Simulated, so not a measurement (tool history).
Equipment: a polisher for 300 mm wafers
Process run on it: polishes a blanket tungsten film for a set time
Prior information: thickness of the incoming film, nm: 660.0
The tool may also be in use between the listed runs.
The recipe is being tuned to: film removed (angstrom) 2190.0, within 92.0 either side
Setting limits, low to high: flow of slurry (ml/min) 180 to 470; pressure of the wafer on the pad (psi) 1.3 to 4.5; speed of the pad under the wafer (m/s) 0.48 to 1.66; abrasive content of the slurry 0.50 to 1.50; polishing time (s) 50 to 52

run,day,flow of slurry (ml/min),pressure of the wafer on the pad (psi),speed of the pad under the wafer (m/s),abrasive content of the slurry,polishing time (s),film removed (angstrom)
1,0.000,300,2.9,1.06,1.00,50,1645.8
2,0.154,300,2.9,1.22,1.00,50,1886.3
3,0.496,300,2.9,1.22,1.00,50,1936.1
4,0.804,300,3.2,1.22,1.00,50,2094.4
5,1.096,300,3.2,1.12,1.00,50,1937.4
6,1.312,300,3.3,1.12,1.00,50,1999.7
7,1.362,300,3.4,1.12,1.00,50,2041.7
8,1.496,300,3.5,1.12,1.00,50,2119.9

Which one of the following 4 next-run settings gets every result inside its allowed miss? There is exactly one.
A,1.629,325,3.8,0.98,1.15,52,?
B,1.629,380,3.6,1.00,1.05,51,?
C,1.629,300,2.9,1.12,1.10,52,?
D,1.629,325,4.3,0.92,0.75,50,?

move,film removed (angstrom)
A,2168.4
B,2032.3
C,1882.7
D,1983.3
A: all results in spec
B: its largest miss is bigger than the last run's
C: its largest miss is bigger than the last run's
D: its largest miss is bigger than the last run's
A is the move that brings every result within its allowed miss.

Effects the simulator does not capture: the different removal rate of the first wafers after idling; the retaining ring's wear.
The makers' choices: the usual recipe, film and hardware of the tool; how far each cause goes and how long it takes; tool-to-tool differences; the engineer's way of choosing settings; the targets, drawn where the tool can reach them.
